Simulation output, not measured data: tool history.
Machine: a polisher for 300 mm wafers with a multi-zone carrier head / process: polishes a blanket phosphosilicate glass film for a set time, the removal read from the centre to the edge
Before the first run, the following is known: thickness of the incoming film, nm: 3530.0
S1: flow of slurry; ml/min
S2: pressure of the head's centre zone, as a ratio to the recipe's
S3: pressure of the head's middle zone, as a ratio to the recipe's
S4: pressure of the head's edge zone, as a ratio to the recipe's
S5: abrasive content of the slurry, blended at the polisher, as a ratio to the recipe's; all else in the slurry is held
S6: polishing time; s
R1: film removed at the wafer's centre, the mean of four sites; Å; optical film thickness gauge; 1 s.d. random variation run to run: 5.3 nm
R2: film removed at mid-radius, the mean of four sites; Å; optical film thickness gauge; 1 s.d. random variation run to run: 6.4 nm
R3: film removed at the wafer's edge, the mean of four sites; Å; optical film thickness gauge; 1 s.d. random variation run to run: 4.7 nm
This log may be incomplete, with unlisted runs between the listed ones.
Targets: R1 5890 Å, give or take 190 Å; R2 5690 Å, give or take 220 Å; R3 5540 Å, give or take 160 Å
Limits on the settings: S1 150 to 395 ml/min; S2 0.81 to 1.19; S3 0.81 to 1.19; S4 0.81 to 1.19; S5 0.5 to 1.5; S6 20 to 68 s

| run | day | S1 | S2 | S3 | S4 | S5 | S6 | R1 | R2 | R3 |
|---|---|---|---|---|---|---|---|---|---|---|
| 1 | 0 | 250 | 1 | 1 | 1 | 1 | 44 | 4116 | 3621 | 3725.1 |
| 2 | 0.05 | 250 | 1 | 1 | 1 | 1.2 | 44 | 4536.9 | 4074.9 | 4151.5 |
| 3 | 0.367 | 260 | 1.01 | 1.03 | 1.03 | 1.25 | 44 | 4818.3 | 4235 | 4297.8 |
| 4 | 0.392 | 260 | 1.01 | 1.03 | 1.03 | 1.25 | 33 | 3557 | 3108.2 | 3216 |
|  | 0.533 | centre zone pressure recalibrated |
| 5 | 0.533 | 260 | 1 | 1.05 | 1.05 | 1.3 | 37 | 3655.2 | 3603.1 | 3662 |
| 6 | 0.788 | 325 | 1 | 1.05 | 1.05 | 1.3 | 37 | 3712 | 3765.8 | 3778.3 |
| 7 | 1.146 | 340 | 1.03 | 1.06 | 1.06 | 1.35 | 39 | 4075 | 4046.5 | 4082 |
| 8 | 1.258 | 350 | 1.05 | 1.07 | 1.06 | 1.4 | 41 | 4510.9 | 4349.3 | 4345.4 |
| 9 | 1.542 | 360 | 1.07 | 1.09 | 1.07 | 1.4 | 43 | 4904.5 | 4622.9 | 4594.5 |

Which one of the following 4 next-run settings gets every result inside its allowed miss? There is exactly one.
| A | 1.825 | 375 | 1.07 | 1.09 | 1.04 | 1.5 | 51 | ? | ? | ? |
| B | 1.825 | 395 | 1.03 | 1.11 | 1.12 | 1.2 | 55 | ? | ? | ? |
| C | 1.825 | 340 | 1.01 | 1.15 | 1.06 | 1.35 | 52 | ? | ? | ? |
| D | 1.825 | 285 | 1.15 | 0.97 | 1.12 | 1.1 | 62 | ? | ? | ? |

| move | R1 | R2 | R3 |
|---|---|---|---|
| A | 5893.7 | 5729.6 | 5481.2 |
| B | 5537.9 | 5659.8 | 5544.4 |
| C | 5375.4 | 5745.3 | 5354.5 |
| D | 6448.1 | 5413 | 5845.1 |
A: every result within its allowed miss
B: brings the last run's worst result on target, with another outside its allowed miss
C: closer than the last run, but not yet in spec
D: the result that was furthest off in the last run now lies on the other side of its target
Correct choice: A, which meets every target
